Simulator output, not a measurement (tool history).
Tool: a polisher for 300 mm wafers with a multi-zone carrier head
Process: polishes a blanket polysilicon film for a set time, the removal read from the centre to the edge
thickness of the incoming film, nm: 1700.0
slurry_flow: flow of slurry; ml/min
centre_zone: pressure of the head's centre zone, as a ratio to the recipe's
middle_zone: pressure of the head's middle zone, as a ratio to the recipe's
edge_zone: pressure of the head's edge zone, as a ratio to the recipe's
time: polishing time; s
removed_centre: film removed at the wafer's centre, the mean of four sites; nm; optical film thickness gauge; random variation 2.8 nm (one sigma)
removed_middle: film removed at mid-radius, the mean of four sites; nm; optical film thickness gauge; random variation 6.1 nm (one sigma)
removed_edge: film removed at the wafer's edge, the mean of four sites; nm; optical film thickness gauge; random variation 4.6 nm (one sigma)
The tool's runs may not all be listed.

| run | hour | slurry_flow | centre_zone | middle_zone | edge_zone | time | removed_centre | removed_middle | removed_edge |
|---|---|---|---|---|---|---|---|---|---|
| 1 | 0.0 | 280 | 1.00 | 1.00 | 1.00 | 55 | 379.34 | 361.21 | 378.68 |
| 2 | 8.2 | 280 | 0.93 | 1.00 | 1.00 | 55 | 350.65 | 363.54 | 360.94 |
| 3 | 12.4 | 280 | 0.93 | 1.00 | 0.95 | 55 | 354.74 | 383.10 | 364.71 |
| 4 | 18.4 | 280 | 0.93 | 0.94 | 0.95 | 55 | 356.08 | 359.96 | 356.75 |
| 5 | 27.4 | 345 | 0.93 | 0.94 | 0.95 | 55 | 364.10 | 364.26 | 367.21 |
|  | 28.8 | worn pad replaced by a new one |
| 6 | 28.8 | 375 | 0.93 | 0.94 | 0.95 | 55 | 384.77 | 382.07 | 387.21 |
| 7 | 36.4 | 380 | 0.94 | 0.96 | 0.95 | 55 | 389.29 | 396.26 | 393.67 |
| 8 | 37.6 | 385 | 0.95 | 0.97 | 0.94 | 55 | 391.51 | 396.52 | 393.82 |

The next listed run, before its measurement:
| 9 | 38.8 | 390 | 0.96 | 0.99 | 0.93 | 55 | ? | ? | ? |

Run 9 gave removed_centre 402.02 nm, removed_middle 399.60 nm, removed_edge 390.92 nm.
